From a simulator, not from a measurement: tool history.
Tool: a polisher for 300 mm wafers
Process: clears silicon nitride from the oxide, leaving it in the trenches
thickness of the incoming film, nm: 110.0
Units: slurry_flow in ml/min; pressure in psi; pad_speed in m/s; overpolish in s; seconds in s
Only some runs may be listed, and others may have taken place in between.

run	hour	slurry_flow	pressure	pad_speed	overpolish	seconds
1	0.0	260	3.3	1.28	6	72.308
2	7.2	260	3.3	1.52	6	61.049
3	9.0	260	3.3	1.78	6	51.699
4	11.7	310	3.3	1.78	6	51.719
5	13.0	335	3.3	1.78	6	50.015
6	14.4	330	3.1	1.68	6	57.335
7	20.7	330	2.9	1.60	6	63.650
8	28.7	330	2.7	1.52	6	72.234

Estimate the outcome of run 9 from the log above:
9	34.9	330	2.5	1.46	6	?

{"run 9": {"seconds": 80.667}}
